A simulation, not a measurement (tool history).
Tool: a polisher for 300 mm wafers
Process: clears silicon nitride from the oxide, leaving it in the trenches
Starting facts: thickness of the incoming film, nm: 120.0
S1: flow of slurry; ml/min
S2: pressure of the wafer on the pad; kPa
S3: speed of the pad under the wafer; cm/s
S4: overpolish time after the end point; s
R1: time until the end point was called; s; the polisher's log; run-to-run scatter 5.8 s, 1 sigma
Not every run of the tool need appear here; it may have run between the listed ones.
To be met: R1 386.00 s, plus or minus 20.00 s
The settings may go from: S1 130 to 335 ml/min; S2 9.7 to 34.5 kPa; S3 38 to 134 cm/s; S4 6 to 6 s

Run 1, hour 0.0: S1 215 ml/min, S2 22.1 kPa, S3 86 cm/s, S4 6 s. Result: R1 167.42 s.
Run 2, hour 8.9: S1 215 ml/min, S2 22.1 kPa, S3 98 cm/s, S4 6 s. Result: R1 147.26 s.
Run 3, hour 12.8: S1 165 ml/min, S2 22.1 kPa, S3 98 cm/s, S4 6 s. Result: R1 156.39 s.
Run 4, hour 13.9: S1 130 ml/min, S2 22.1 kPa, S3 98 cm/s, S4 6 s. Result: R1 158.04 s.
Run 5, hour 20.2: S1 130 ml/min, S2 20.0 kPa, S3 98 cm/s, S4 6 s. Result: R1 174.30 s.
Run 6, hour 25.1: S1 150 ml/min, S2 20.0 kPa, S3 98 cm/s, S4 6 s. Result: R1 171.31 s.
Run 7, hour 30.7: S1 145 ml/min, S2 17.2 kPa, S3 90 cm/s, S4 6 s. Result: R1 215.51 s.
Run 8, hour 32.9: S1 145 ml/min, S2 15.2 kPa, S3 84 cm/s, S4 6 s. Result: R1 258.05 s.
Run 9, hour 36.4: S1 145 ml/min, S2 13.8 kPa, S3 82 cm/s, S4 6 s. Result: R1 284.03 s.
Run 10, hour 40.4: S1 145 ml/min, S2 12.4 kPa, S3 80 cm/s, S4 6 s. Result: R1 329.18 s.
Run 11, hour 46.5: S1 145 ml/min, S2 11.7 kPa, S3 80 cm/s, S4 6 s. Result: R1 349.66 s.

Which single option among these 4 for the next run brings every result within its allowed miss of target? Just one does.
Run A, hour 52.6: S1 150 ml/min, S2 11.7 kPa, S3 70 cm/s, S4 6 s. Result: R1 ?.
Run B, hour 52.6: S1 130 ml/min, S2 14.5 kPa, S3 66 cm/s, S4 6 s. Result: R1 ?.
Run C, hour 52.6: S1 145 ml/min, S2 14.5 kPa, S3 66 cm/s, S4 6 s. Result: R1 ?.
Run D, hour 52.6: S1 130 ml/min, S2 14.5 kPa, S3 72 cm/s, S4 6 s. Result: R1 ?.

move      R1
   A  394.73
   B  350.39
   C  343.68
   D  322.23
A: every result lands within tolerance
B: no better and no worse than the last run
C: the biggest miss grows against the last run
D: the biggest miss grows against the last run
So the answer is move A, the one that meets all the targets.

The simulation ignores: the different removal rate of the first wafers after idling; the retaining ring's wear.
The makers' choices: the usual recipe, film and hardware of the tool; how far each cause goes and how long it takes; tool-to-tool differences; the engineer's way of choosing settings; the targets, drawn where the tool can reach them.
